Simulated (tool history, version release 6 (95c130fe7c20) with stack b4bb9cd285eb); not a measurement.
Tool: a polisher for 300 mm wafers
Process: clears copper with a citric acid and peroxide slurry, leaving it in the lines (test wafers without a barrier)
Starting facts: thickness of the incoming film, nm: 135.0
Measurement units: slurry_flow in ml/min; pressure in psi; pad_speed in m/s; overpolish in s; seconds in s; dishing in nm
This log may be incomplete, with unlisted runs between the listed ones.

run  hour  slurry_flow  pressure  pad_speed  slurry_solids  overpolish  seconds  dishing
  1   0.0          285       2.1       1.14           1.00           9   74.684   11.921
  2   1.9          285       2.1       1.14           1.15           9   70.960   12.269
  3   4.9          280       2.2       1.14           1.10          10   68.858   13.723
  4   8.3          280       2.2       0.88           1.10          10   90.721   10.834
  5  17.0          280       2.2       0.88           1.30          10   87.670   11.379
  6  25.8          280       2.3       0.88           1.30          10   86.031   11.714
  7  33.5          280       2.4       0.88           1.30          10   80.845   11.858
  8  38.9          280       2.5       0.88           1.30          10   78.147   12.230

Run 9 comes next. What will it give?
  9  45.3          285       2.6       0.90           1.30          11        ?        ?

{"run 9": {"seconds": 75.334, "dishing": 14.279}}
